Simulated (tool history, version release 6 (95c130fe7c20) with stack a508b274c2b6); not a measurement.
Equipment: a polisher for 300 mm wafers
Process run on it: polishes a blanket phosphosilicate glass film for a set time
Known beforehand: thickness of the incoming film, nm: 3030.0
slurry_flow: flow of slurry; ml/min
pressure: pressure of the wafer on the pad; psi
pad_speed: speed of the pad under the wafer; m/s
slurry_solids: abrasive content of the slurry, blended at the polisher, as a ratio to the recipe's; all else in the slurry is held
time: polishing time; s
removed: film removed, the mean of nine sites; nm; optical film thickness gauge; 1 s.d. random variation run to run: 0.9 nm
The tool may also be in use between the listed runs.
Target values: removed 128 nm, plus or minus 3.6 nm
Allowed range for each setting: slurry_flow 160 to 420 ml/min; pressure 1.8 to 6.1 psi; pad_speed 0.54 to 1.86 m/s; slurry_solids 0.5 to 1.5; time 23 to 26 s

| run | hour | slurry_flow | pressure | pad_speed | slurry_solids | time | removed |
|---|---|---|---|---|---|---|---|
| 1 | 0 | 270 | 3.9 | 1.18 | 1 | 26 | 252.46 |
| 2 | 3.4 | 270 | 4.6 | 1.18 | 1 | 26 | 299.66 |
| 3 | 11.1 | 270 | 4 | 1.14 | 1 | 26 | 254.87 |
| 4 | 17.7 | 270 | 3.5 | 1.08 | 1 | 26 | 214.17 |
| 5 | 18.9 | 270 | 3.1 | 1.06 | 1 | 26 | 191.42 |
| 6 | 27.3 | 270 | 3.1 | 1.28 | 1 | 26 | 218.94 |
| 7 | 33.1 | 270 | 2.8 | 1.22 | 1 | 26 | 191.39 |
| 8 | 39.5 | 270 | 2.6 | 1.18 | 1 | 26 | 173.73 |
| 9 | 40.5 | 260 | 1.8 | 1.06 | 1 | 26 | 111.44 |
| 10 | 41.5 | 280 | 1.8 | 1.06 | 1 | 26 | 111.98 |
| 11 | 46.9 | 280 | 1.9 | 1.06 | 1 | 26 | 118.53 |

Below are 4 possible settings for the next run. Only one of them brings all results inside the allowed miss of their targets. Which is it?
| A | 52.3 | 295 | 1.8 | 1.08 | 1.1 | 24 | ? |
| B | 52.3 | 290 | 2.2 | 1.18 | 0.8 | 25 | ? |
| C | 52.3 | 355 | 1.9 | 0.98 | 1 | 26 | ? |
| D | 52.3 | 275 | 1.8 | 0.98 | 1.05 | 26 | ? |

| move | removed |
|---|---|
| A | 110.9 |
| B | 128.29 |
| C | 113.88 |
| D | 108.1 |
A: misses by more than the last run did
B: meets every target
C: misses by more than the last run did
D: misses by more than the last run did
B is the move that brings every result within its allowed miss.
